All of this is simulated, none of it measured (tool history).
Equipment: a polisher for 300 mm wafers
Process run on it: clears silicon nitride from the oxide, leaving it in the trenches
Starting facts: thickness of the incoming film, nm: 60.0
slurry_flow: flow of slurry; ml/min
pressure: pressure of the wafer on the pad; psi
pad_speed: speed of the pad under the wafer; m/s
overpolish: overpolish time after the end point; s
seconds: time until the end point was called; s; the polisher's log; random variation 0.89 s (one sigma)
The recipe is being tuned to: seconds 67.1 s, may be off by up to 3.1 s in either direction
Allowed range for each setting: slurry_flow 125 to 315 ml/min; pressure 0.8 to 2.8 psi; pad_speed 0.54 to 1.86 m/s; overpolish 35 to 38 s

run  hour  slurry_flow  pressure  pad_speed  overpolish  seconds
  1     0          205       1.8       1.18          35   109.01
  2   1.9          205       1.5       1.18          35   128.27
  3   2.9          205       1.3       1.18          35    143.3
  4     8          240       1.3       1.18          35   139.53
  5    14          240       1.6        1.2          35   117.67
  6  20.9          240       1.9       1.22          35   98.303
  7  21.7          240       1.9       1.22          35   99.002
     28.2  -- worn pad replaced by a new one
  8  28.2          240       2.1       1.24          35   85.875
  9    32          240       2.2       1.24          35   80.834
 10  36.5          240       2.3       1.24          35   78.179
 11  43.2          240       2.4       1.24          35   74.953

Which one of the following 4 next-run settings gets every result inside its allowed miss? There is exactly one.
  A  49.9          245       2.6       1.28          37        ?
  B  49.9          270       2.5       1.46          35        ?
  C  49.9          175       2.5       1.28          35        ?
  D  49.9          185       2.5       1.14          38        ?

move  seconds
   A   67.247
   B   61.626
   C   72.557
   D   79.453
A: meets every target
B: carries the result that was furthest off beyond its target, to the other side
C: better than the last run, though not everything is in spec
D: the biggest miss grows against the last run
Correct choice: A, which meets every target
